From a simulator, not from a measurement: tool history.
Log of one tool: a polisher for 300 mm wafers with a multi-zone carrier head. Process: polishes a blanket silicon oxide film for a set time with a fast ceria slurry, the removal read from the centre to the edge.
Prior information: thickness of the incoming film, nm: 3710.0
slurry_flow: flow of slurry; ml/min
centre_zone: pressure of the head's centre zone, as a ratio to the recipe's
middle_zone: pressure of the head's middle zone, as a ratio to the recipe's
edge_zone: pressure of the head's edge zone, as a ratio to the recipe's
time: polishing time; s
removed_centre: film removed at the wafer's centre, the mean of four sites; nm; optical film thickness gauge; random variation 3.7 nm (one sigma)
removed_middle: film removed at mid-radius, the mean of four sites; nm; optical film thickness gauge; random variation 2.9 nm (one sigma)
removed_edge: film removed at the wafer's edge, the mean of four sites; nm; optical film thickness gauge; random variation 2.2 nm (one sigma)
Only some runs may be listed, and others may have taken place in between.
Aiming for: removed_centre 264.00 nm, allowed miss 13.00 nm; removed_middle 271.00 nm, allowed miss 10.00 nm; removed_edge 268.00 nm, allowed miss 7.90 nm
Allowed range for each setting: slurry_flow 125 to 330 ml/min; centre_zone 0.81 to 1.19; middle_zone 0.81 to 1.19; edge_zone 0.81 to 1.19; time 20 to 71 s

Run 1, day 0.000: slurry_flow 210 ml/min, centre_zone 1.00, middle_zone 1.00, edge_zone 1.00, time 45 s. Result: removed_centre 354.00 nm, removed_middle 357.28 nm, removed_edge 360.72 nm.
Run 2, day 0.033: slurry_flow 210 ml/min, centre_zone 1.00, middle_zone 1.04, edge_zone 1.00, time 45 s. Result: removed_centre 351.84 nm, removed_middle 366.39 nm, removed_edge 356.30 nm.
Run 3, day 0.167: slurry_flow 210 ml/min, centre_zone 1.00, middle_zone 1.04, edge_zone 1.00, time 38 s. Result: removed_centre 294.31 nm, removed_middle 309.77 nm, removed_edge 299.21 nm.
Run 4, day 0.200: slurry_flow 210 ml/min, centre_zone 1.00, middle_zone 1.04, edge_zone 1.08, time 38 s. Result: removed_centre 296.86 nm, removed_middle 306.66 nm, removed_edge 313.33 nm.
Run 5, day 0.471: slurry_flow 190 ml/min, centre_zone 1.00, middle_zone 1.04, edge_zone 1.08, time 38 s. Result: removed_centre 282.33 nm, removed_middle 302.89 nm, removed_edge 313.32 nm.
Run 6, day 0.675: slurry_flow 190 ml/min, centre_zone 1.00, middle_zone 1.13, edge_zone 1.08, time 38 s. Result: removed_centre 291.13 nm, removed_middle 326.64 nm, removed_edge 312.83 nm.
Run 7, day 0.929: slurry_flow 190 ml/min, centre_zone 1.00, middle_zone 1.12, edge_zone 1.07, time 38 s. Result: removed_centre 287.20 nm, removed_middle 325.74 nm, removed_edge 306.36 nm.
Run 8, day 1.117: slurry_flow 190 ml/min, centre_zone 1.00, middle_zone 1.11, edge_zone 1.06, time 38 s. Result: removed_centre 294.16 nm, removed_middle 324.69 nm, removed_edge 304.75 nm.
Run 9, day 1.229: slurry_flow 190 ml/min, centre_zone 1.00, middle_zone 1.10, edge_zone 1.05, time 38 s. Result: removed_centre 294.53 nm, removed_middle 318.04 nm, removed_edge 306.61 nm.
Run 10, day 1.438: slurry_flow 190 ml/min, centre_zone 1.00, middle_zone 1.09, edge_zone 1.04, time 38 s. Result: removed_centre 289.93 nm, removed_middle 318.93 nm, removed_edge 301.19 nm.
Run 11, day 1.579: slurry_flow 185 ml/min, centre_zone 1.00, middle_zone 1.08, edge_zone 1.03, time 38 s. Result: removed_centre 289.45 nm, removed_middle 315.93 nm, removed_edge 299.03 nm.
Run 12, day 1.662: slurry_flow 185 ml/min, centre_zone 1.00, middle_zone 1.07, edge_zone 1.02, time 38 s. Result: removed_centre 289.60 nm, removed_middle 312.57 nm, removed_edge 299.15 nm.
Run 13, day 2.008: slurry_flow 185 ml/min, centre_zone 1.00, middle_zone 1.06, edge_zone 1.01, time 38 s. Result: removed_centre 288.80 nm, removed_middle 308.96 nm, removed_edge 299.63 nm.
Run 14, day 2.358: slurry_flow 185 ml/min, centre_zone 1.00, middle_zone 1.05, edge_zone 1.00, time 38 s. Result: removed_centre 291.26 nm, removed_middle 303.52 nm, removed_edge 296.47 nm.
Run 15, day 2.717: slurry_flow 180 ml/min, centre_zone 1.00, middle_zone 1.05, edge_zone 0.99, time 38 s. Result: removed_centre 293.53 nm, removed_middle 308.19 nm, removed_edge 299.97 nm.
Run 16, day 3.046: slurry_flow 180 ml/min, centre_zone 1.00, middle_zone 1.04, edge_zone 0.98, time 38 s. Result: removed_centre 292.51 nm, removed_middle 300.53 nm, removed_edge 291.81 nm.
Run 17, day 3.342: slurry_flow 175 ml/min, centre_zone 0.99, middle_zone 1.04, edge_zone 0.97, time 38 s. Result: removed_centre 283.10 nm, removed_middle 302.75 nm, removed_edge 293.32 nm.
Run 18, day 3.571: slurry_flow 175 ml/min, centre_zone 0.99, middle_zone 1.03, edge_zone 0.96, time 38 s. Result: removed_centre 285.17 nm, removed_middle 294.95 nm, removed_edge 288.70 nm.
Run 19, day 3.846: slurry_flow 175 ml/min, centre_zone 0.99, middle_zone 1.03, edge_zone 0.95, time 38 s. Result: removed_centre 280.76 nm, removed_middle 296.21 nm, removed_edge 286.81 nm.
Run 20, day 4.100: slurry_flow 175 ml/min, centre_zone 0.99, middle_zone 1.02, edge_zone 0.94, time 38 s. Result: removed_centre 291.62 nm, removed_middle 299.38 nm, removed_edge 287.52 nm.
Run 21, day 4.408: slurry_flow 150 ml/min, centre_zone 0.94, middle_zone 0.97, edge_zone 0.93, time 35 s. Result: removed_centre 243.28 nm, removed_middle 253.43 nm, removed_edge 256.67 nm.
Run 22, day 4.512: slurry_flow 155 ml/min, centre_zone 0.94, middle_zone 0.97, edge_zone 0.93, time 35 s. Result: removed_centre 243.37 nm, removed_middle 253.88 nm, removed_edge 259.04 nm.
Run 23, day 4.617: slurry_flow 160 ml/min, centre_zone 0.94, middle_zone 0.97, edge_zone 0.93, time 35 s. Result: removed_centre 244.56 nm, removed_middle 255.45 nm, removed_edge 264.76 nm.
Run 24, day 4.712: slurry_flow 165 ml/min, centre_zone 0.94, middle_zone 0.97, edge_zone 0.93, time 35 s. Result: removed_centre 250.71 nm, removed_middle 261.54 nm, removed_edge 264.21 nm.

Exactly one of the 4 candidate moves below puts every result within its allowed miss. Which one?
Run A, day 4.808: slurry_flow 175 ml/min, centre_zone 0.98, middle_zone 0.99, edge_zone 0.93, time 36 s. Result: removed_centre ?, removed_middle ?, removed_edge ?.
Run B, day 4.808: slurry_flow 180 ml/min, centre_zone 0.86, middle_zone 0.95, edge_zone 0.91, time 34 s. Result: removed_centre ?, removed_middle ?, removed_edge ?.
Run C, day 4.808: slurry_flow 185 ml/min, centre_zone 1.04, middle_zone 0.94, edge_zone 0.90, time 36 s. Result: removed_centre ?, removed_middle ?, removed_edge ?.
Run D, day 4.808: slurry_flow 175 ml/min, centre_zone 0.90, middle_zone 0.97, edge_zone 0.93, time 35 s. Result: removed_centre ?, removed_middle ?, removed_edge ?.

move  removed_centre  removed_middle  removed_edge
   A          262.05          273.86        270.30
   B          218.16          251.31        253.83
   C          281.30          264.79        268.40
   D          233.78          261.83        262.86
A: every result within its allowed miss
B: the biggest miss grows against the last run
C: takes the biggest miss from the last run beyond its target
D: the biggest miss grows against the last run
Answer: A
